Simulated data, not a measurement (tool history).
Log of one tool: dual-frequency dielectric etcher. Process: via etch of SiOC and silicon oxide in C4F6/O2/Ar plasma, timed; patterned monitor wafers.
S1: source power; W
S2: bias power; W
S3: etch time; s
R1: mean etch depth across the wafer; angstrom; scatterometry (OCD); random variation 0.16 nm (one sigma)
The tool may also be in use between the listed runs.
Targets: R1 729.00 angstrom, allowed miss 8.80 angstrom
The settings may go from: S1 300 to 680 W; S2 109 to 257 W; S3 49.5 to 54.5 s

run,hour,S1,S2,S3,R1
1,0.0,490,183,54.5,663.90
2,2.7,490,183,54.5,666.15
3,7.8,490,183,54.5,664.23
4,12.2,490,183,54.5,665.51
5,19.1,410,183,54.5,619.87
6,25.1,460,184,54.5,648.42
7,32.9,490,185,54.5,667.59
8,41.1,520,186,54.5,680.68

5 next moves are on the table. One of them brings every result within its allowed miss. Which?
A,49.3,480,197,50.5,?
B,49.3,650,160,50.0,?
C,49.3,470,191,51.0,?
D,49.3,570,149,54.0,?
E,49.3,580,204,54.5,?

move,R1
A,623.98
B,654.64
C,619.43
D,658.87
E,731.46
A: further off than the last run
B: further off than the last run
C: further off than the last run
D: further off than the last run
E: meets every target
Move E is the one to make.
